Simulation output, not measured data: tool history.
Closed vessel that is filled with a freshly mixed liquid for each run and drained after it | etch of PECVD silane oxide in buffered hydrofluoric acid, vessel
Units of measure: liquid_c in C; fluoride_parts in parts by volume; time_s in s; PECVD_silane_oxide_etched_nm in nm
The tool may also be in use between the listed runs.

| run | hour | liquid_c | fluoride_parts | time_s | PECVD_silane_oxide_etched_nm |
|---|---|---|---|---|---|
| 1 | 0.0 | 24.0 | 10.0 | 85 | 165.06 |
| 2 | 3.0 | 26.5 | 10.0 | 85 | 189.99 |
| 3 | 8.8 | 26.5 | 10.0 | 85 | 189.28 |
| 4 | 11.3 | 26.5 | 12.5 | 85 | 152.59 |
| 5 | 15.5 | 23.5 | 13.0 | 85 | 124.91 |
| 6 | 18.1 | 26.5 | 13.0 | 85 | 147.07 |

What will run 7 give?
| 7 | 22.7 | 22.5 | 14.0 | 85 | ? |

Run 7 measured PECVD_silane_oxide_etched_nm 109.35 nm.
